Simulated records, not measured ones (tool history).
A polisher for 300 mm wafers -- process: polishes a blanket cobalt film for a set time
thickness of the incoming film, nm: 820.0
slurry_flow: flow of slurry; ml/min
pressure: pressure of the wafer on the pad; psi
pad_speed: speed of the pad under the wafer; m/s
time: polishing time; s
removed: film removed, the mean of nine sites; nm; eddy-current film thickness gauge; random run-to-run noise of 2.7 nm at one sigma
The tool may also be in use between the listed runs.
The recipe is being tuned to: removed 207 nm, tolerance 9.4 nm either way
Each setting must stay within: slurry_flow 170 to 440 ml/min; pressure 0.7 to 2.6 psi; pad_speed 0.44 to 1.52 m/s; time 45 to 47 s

Run 1, day 0: slurry_flow 280 ml/min, pressure 1.6 psi, pad_speed 0.98 m/s, time 45 s. Result: removed 161.92 nm.
Run 2, day 0.162: slurry_flow 245 ml/min, pressure 1.6 psi, pad_speed 0.98 m/s, time 45 s. Result: removed 154.63 nm.
Run 3, day 0.204: slurry_flow 245 ml/min, pressure 1.8 psi, pad_speed 0.98 m/s, time 45 s. Result: removed 172.69 nm.
Run 4, day 0.558: slurry_flow 245 ml/min, pressure 1.6 psi, pad_speed 0.98 m/s, time 45 s. Result: removed 158.09 nm.
Run 5, day 0.817: slurry_flow 185 ml/min, pressure 1.6 psi, pad_speed 0.98 m/s, time 45 s. Result: removed 151.48 nm.
Run 6, day 1.042: slurry_flow 185 ml/min, pressure 1.7 psi, pad_speed 0.98 m/s, time 45 s. Result: removed 157.83 nm.
Run 7, day 1.258: slurry_flow 190 ml/min, pressure 1.8 psi, pad_speed 0.98 m/s, time 45 s. Result: removed 166.8 nm.
Run 8, day 1.433: slurry_flow 195 ml/min, pressure 1.8 psi, pad_speed 0.98 m/s, time 45 s. Result: removed 166.94 nm.
Run 9, day 1.604: slurry_flow 200 ml/min, pressure 1.8 psi, pad_speed 0.98 m/s, time 45 s. Result: removed 170.02 nm.
Run 10, day 1.671: slurry_flow 205 ml/min, pressure 1.8 psi, pad_speed 0.98 m/s, time 45 s. Result: removed 170.41 nm.
Run 11, day 1.712: slurry_flow 205 ml/min, pressure 1.8 psi, pad_speed 0.98 m/s, time 45 s. Result: removed 167.13 nm.
Run 12, day 1.917: slurry_flow 210 ml/min, pressure 1.8 psi, pad_speed 0.98 m/s, time 45 s. Result: removed 167.77 nm.
Run 13, day 1.938: slurry_flow 215 ml/min, pressure 1.8 psi, pad_speed 0.98 m/s, time 45 s. Result: removed 167.26 nm.
Run 14, day 2.112: slurry_flow 215 ml/min, pressure 1.9 psi, pad_speed 0.98 m/s, time 45 s. Result: removed 179.46 nm.
Run 15, day 2.429: slurry_flow 220 ml/min, pressure 1.9 psi, pad_speed 0.98 m/s, time 45 s. Result: removed 180 nm.
Run 16, day 2.612: slurry_flow 225 ml/min, pressure 1.9 psi, pad_speed 0.98 m/s, time 45 s. Result: removed 174.22 nm.

Below are 5 possible settings for the next run. Only one of them brings all results inside the allowed miss of their targets. Which is it?
Run A, day 2.796: slurry_flow 195 ml/min, pressure 1.6 psi, pad_speed 0.86 m/s, time 45 s. Result: removed ?.
Run B, day 2.796: slurry_flow 265 ml/min, pressure 2.2 psi, pad_speed 0.96 m/s, time 47 s. Result: removed ?.
Run C, day 2.796: slurry_flow 250 ml/min, pressure 1.8 psi, pad_speed 0.8 m/s, time 45 s. Result: removed ?.
Run D, day 2.796: slurry_flow 185 ml/min, pressure 1.3 psi, pad_speed 1.34 m/s, time 47 s. Result: removed ?.
Run E, day 2.796: slurry_flow 225 ml/min, pressure 2.1 psi, pad_speed 0.7 m/s, time 45 s. Result: removed ?.

move  removed
   A   133.97
   B    204.6
   C   139.75
   D   184.46
   E   137.22
A: its largest miss is bigger than the last run's
B: hits every target within its allowed miss
C: its largest miss is bigger than the last run's
D: moves toward the targets from the last run without getting all of them in spec
E: its largest miss is bigger than the last run's
Go with B: it meets all targets.
